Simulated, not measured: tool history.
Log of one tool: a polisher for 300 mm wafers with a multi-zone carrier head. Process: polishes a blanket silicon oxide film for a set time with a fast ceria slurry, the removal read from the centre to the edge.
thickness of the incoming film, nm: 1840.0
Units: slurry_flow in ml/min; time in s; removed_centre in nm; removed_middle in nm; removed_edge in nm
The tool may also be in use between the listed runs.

| run | day | slurry_flow | centre_zone | middle_zone | edge_zone | time | removed_centre | removed_middle | removed_edge |
|---|---|---|---|---|---|---|---|---|---|
| 1 | 0 | 240 | 1 | 1 | 1 | 31 | 239.05 | 254.81 | 257 |
| 2 | 0.083 | 240 | 1 | 1 | 1 | 23 | 177.5 | 191.23 | 186.07 |
| 3 | 0.45 | 250 | 1.03 | 1.02 | 1.04 | 27 | 218.8 | 227.89 | 225.3 |
| 4 | 0.583 | 255 | 1.04 | 1.04 | 1.07 | 30 | 247.25 | 253.5 | 255.53 |
| 5 | 0.625 | 225 | 1.04 | 1.04 | 1.07 | 30 | 240.48 | 256.68 | 257.64 |
|  | 0.746 | centre zone pressure recalibrated |
| 6 | 0.746 | 225 | 1.1 | 1.04 | 1.07 | 30 | 274.39 | 254.96 | 251.72 |

Predict the results of run 7:
| 7 | 0.796 | 220 | 1.1 | 1.06 | 1.09 | 32 | ? | ? | ? |

{"run 7": {"removed_centre": 287.27, "removed_middle": 274.71, "removed_edge": 272}}

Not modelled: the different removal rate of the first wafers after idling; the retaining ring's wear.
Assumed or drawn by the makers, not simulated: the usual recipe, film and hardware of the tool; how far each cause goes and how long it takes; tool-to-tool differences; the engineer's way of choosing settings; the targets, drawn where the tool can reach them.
